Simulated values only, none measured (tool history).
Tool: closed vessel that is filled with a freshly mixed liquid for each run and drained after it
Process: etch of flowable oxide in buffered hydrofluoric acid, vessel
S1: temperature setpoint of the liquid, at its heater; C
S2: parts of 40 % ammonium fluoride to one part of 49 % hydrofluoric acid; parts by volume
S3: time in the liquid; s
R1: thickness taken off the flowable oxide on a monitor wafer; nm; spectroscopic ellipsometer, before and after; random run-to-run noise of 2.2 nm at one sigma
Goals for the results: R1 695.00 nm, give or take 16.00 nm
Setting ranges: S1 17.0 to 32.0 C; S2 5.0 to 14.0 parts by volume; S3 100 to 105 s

{"run": 1, "hour": 0.0, "S1": 24.0, "S2": 8.5, "S3": 100, "R1": 351.92}
{"run": 2, "hour": 4.3, "S1": 25.5, "S2": 8.0, "S3": 100, "R1": 403.26}
{"run": 3, "hour": 7.3, "S1": 24.0, "S2": 8.0, "S3": 100, "R1": 373.98}
{"run": 4, "hour": 7.9, "S1": 26.5, "S2": 8.0, "S3": 100, "R1": 425.54}
{"run": 5, "hour": 12.7, "S1": 27.5, "S2": 7.5, "S3": 100, "R1": 483.34}
{"run": 6, "hour": 21.5, "S1": 28.5, "S2": 7.5, "S3": 100, "R1": 507.96}
{"run": 7, "hour": 30.0, "S1": 29.0, "S2": 7.5, "S3": 100, "R1": 524.31}
{"run": 8, "hour": 32.5, "S1": 29.5, "S2": 7.5, "S3": 100, "R1": 538.01}
{"run": 9, "hour": 41.0, "S1": 30.0, "S2": 7.5, "S3": 100, "R1": 549.16}
{"run": 10, "hour": 42.9, "S1": 30.5, "S2": 7.5, "S3": 100, "R1": 567.88}
{"run": 11, "hour": 46.0, "S1": 31.0, "S2": 7.5, "S3": 100, "R1": 579.02}
{"run": 12, "hour": 47.8, "S1": 31.5, "S2": 7.0, "S3": 100, "R1": 642.22}
{"run": 13, "hour": 48.7, "S1": 32.0, "S2": 7.0, "S3": 100, "R1": 656.7}

Below are 4 possible settings for the next run. Only one of them brings all results inside the allowed miss of their targets. Which is it?
{"run": "A", "hour": 49.6, "S1": 32.0, "S2": 7.0, "S3": 105, "R1": "?"}
{"run": "B", "hour": 49.6, "S1": 29.5, "S2": 6.5, "S3": 105, "R1": "?"}
{"run": "C", "hour": 49.6, "S1": 32.0, "S2": 7.5, "S3": 100, "R1": "?"}
{"run": "D", "hour": 49.6, "S1": 31.0, "S2": 7.0, "S3": 100, "R1": "?"}

move=A R1=695.05
move=B R1=650.64
move=C R1=614.54
move=D R1=628.51
A: all results land within tolerance of their targets
B: misses by more than the last run did
C: misses by more than the last run did
D: misses by more than the last run did
The right move is A.

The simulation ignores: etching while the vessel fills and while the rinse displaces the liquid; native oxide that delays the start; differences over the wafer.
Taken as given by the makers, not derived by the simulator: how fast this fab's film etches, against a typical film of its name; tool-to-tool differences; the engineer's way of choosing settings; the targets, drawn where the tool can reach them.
